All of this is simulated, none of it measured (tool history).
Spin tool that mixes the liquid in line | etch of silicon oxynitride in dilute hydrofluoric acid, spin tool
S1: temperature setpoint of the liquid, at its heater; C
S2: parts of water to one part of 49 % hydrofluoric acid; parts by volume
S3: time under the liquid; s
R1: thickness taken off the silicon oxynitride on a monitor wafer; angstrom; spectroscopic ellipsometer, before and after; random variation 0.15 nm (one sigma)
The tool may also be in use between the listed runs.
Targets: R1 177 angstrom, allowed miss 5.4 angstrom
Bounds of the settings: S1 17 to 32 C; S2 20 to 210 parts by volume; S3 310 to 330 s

Run 1, hour 0: S1 24 C, S2 115 parts by volume, S3 310 s. Result: R1 132.97 angstrom.
Run 2, hour 4.3: S1 25.5 C, S2 115 parts by volume, S3 310 s. Result: R1 142 angstrom.
Run 3, hour 5.3: S1 26 C, S2 115 parts by volume, S3 310 s. Result: R1 145.27 angstrom.
Run 4, hour 8.3: S1 26 C, S2 140 parts by volume, S3 310 s. Result: R1 117.04 angstrom.
At hour 13.6: hydrofluoric acid flow meter replaced.
Run 5, hour 13.6: S1 26 C, S2 140 parts by volume, S3 330 s. Result: R1 110.74 angstrom.
Run 6, hour 14.2: S1 26.5 C, S2 135 parts by volume, S3 330 s. Result: R1 118.17 angstrom.
Run 7, hour 15.2: S1 27 C, S2 130 parts by volume, S3 330 s. Result: R1 128.53 angstrom.
Run 8, hour 21.8: S1 27.5 C, S2 125 parts by volume, S3 330 s. Result: R1 134.84 angstrom.
Run 9, hour 25.6: S1 27.5 C, S2 120 parts by volume, S3 330 s. Result: R1 143.35 angstrom.
Run 10, hour 28.4: S1 31.5 C, S2 120 parts by volume, S3 330 s. Result: R1 171 angstrom.

4 next moves are on the table. One of them brings every result within its allowed miss. Which?
Run A, hour 31.2: S1 30 C, S2 110 parts by volume, S3 330 s. Result: R1 ?.
Run B, hour 31.2: S1 31.5 C, S2 120 parts by volume, S3 310 s. Result: R1 ?.
Run C, hour 31.2: S1 32 C, S2 110 parts by volume, S3 330 s. Result: R1 ?.
Run D, hour 31.2: S1 31.5 C, S2 110 parts by volume, S3 330 s. Result: R1 ?.

move      R1
   A  176.41
   B  160.63
   C  192.68
   D  188.51
A: meets every target
B: further off than the last run
C: takes the result that was furthest off past its target
D: takes the result that was furthest off past its target
The right move is A.
